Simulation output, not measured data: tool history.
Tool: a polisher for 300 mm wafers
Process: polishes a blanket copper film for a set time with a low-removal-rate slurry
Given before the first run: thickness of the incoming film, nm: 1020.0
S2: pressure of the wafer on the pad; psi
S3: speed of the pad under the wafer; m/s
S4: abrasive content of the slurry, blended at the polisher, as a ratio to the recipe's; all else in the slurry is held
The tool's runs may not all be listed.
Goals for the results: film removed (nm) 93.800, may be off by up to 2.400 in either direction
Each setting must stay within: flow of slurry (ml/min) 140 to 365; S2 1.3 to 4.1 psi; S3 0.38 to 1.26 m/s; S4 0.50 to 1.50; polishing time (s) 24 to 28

{"run": 1, "hour": 0.0, "flow of slurry (ml/min)": 235, "S2": 2.7, "S3": 0.82, "S4": 1.0, "polishing time (s)": 28, "film removed (nm)": 48.224}
{"run": 2, "hour": 6.6, "flow of slurry (ml/min)": 235, "S2": 2.7, "S3": 0.7, "S4": 1.0, "polishing time (s)": 28, "film removed (nm)": 42.324}
{"run": 3, "hour": 9.1, "flow of slurry (ml/min)": 240, "S2": 3.1, "S3": 0.76, "S4": 1.0, "polishing time (s)": 28, "film removed (nm)": 52.017}
{"run": 4, "hour": 14.3, "flow of slurry (ml/min)": 245, "S2": 3.4, "S3": 0.82, "S4": 1.0, "polishing time (s)": 28, "film removed (nm)": 60.979}
{"run": 5, "hour": 16.7, "flow of slurry (ml/min)": 245, "S2": 3.4, "S3": 0.82, "S4": 0.8, "polishing time (s)": 28, "film removed (nm)": 58.465}
{"run": 6, "hour": 23.7, "flow of slurry (ml/min)": 245, "S2": 3.0, "S3": 0.82, "S4": 0.8, "polishing time (s)": 28, "film removed (nm)": 51.961}
{"run": 7, "hour": 29.1, "flow of slurry (ml/min)": 255, "S2": 3.3, "S3": 0.88, "S4": 0.8, "polishing time (s)": 28, "film removed (nm)": 60.984}
{"run": 8, "hour": 32.1, "flow of slurry (ml/min)": 255, "S2": 3.5, "S3": 0.92, "S4": 0.8, "polishing time (s)": 28, "film removed (nm)": 66.984}
{"run": 9, "hour": 33.3, "flow of slurry (ml/min)": 275, "S2": 4.1, "S3": 1.06, "S4": 0.8, "polishing time (s)": 28, "film removed (nm)": 89.574}

Pick the move, out of 4, that brings all results within their allowed miss; only one does.
{"run": "A", "hour": 34.5, "flow of slurry (ml/min)": 185, "S2": 4.0, "S3": 1.14, "S4": 0.8, "polishing time (s)": 27, "film removed (nm)": "?"}
{"run": "B", "hour": 34.5, "flow of slurry (ml/min)": 210, "S2": 4.1, "S3": 1.2, "S4": 0.95, "polishing time (s)": 28, "film removed (nm)": "?"}
{"run": "C", "hour": 34.5, "flow of slurry (ml/min)": 280, "S2": 4.1, "S3": 1.14, "S4": 0.8, "polishing time (s)": 27, "film removed (nm)": "?"}
{"run": "D", "hour": 34.5, "flow of slurry (ml/min)": 365, "S2": 4.0, "S3": 1.14, "S4": 0.85, "polishing time (s)": 26, "film removed (nm)": "?"}

move=A film_removed_(nm)=86.651
move=B film_removed_(nm)=100.800
move=C film_removed_(nm)=92.614
move=D film_removed_(nm)=89.760
A: lands further from the targets than the last run did
B: carries the result that was furthest off beyond its target, to the other side
C: all results land within tolerance of their targets
D: about as far from the targets as the last run
Correct choice: C, which meets every target
